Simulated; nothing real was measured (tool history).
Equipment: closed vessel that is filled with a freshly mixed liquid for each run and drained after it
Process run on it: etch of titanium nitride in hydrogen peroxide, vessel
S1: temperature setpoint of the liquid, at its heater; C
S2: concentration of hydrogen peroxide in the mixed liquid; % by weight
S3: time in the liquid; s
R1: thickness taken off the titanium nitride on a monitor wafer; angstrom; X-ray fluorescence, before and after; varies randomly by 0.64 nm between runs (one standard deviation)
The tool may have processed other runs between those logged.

Run 1, day 0: S1 44 C, S2 24 % by weight, S3 2795 s. Result: R1 545.67 angstrom.
Run 2, day 0.404: S1 44 C, S2 24 % by weight, S3 2990 s. Result: R1 589.79 angstrom.
Run 3, day 0.788: S1 45.5 C, S2 24 % by weight, S3 2990 s. Result: R1 657.23 angstrom.
Run 4, day 1.108: S1 46.5 C, S2 24 % by weight, S3 2990 s. Result: R1 709 angstrom.
Run 5, day 1.225: S1 42 C, S2 24 % by weight, S3 2990 s. Result: R1 506.36 angstrom.
Run 6, day 1.483: S1 44 C, S2 24 % by weight, S3 2990 s. Result: R1 593.05 angstrom.
Run 7, day 1.842: S1 45.5 C, S2 24 % by weight, S3 2990 s. Result: R1 648.47 angstrom.
Run 8, day 2.217: S1 46.5 C, S2 24 % by weight, S3 2990 s. Result: R1 712.5 angstrom.
Run 9, day 2.421: S1 47 C, S2 24 % by weight, S3 2990 s. Result: R1 737.91 angstrom.
Run 10, day 2.821: S1 47.5 C, S2 24 % by weight, S3 2990 s. Result: R1 770.34 angstrom.

Run 11, settings as shown, results not yet in. Your forecast:
Run 11, day 3.021: S1 48 C, S2 24 % by weight, S3 2990 s. Result: R1 ?.

R1: 792.02 angstrom
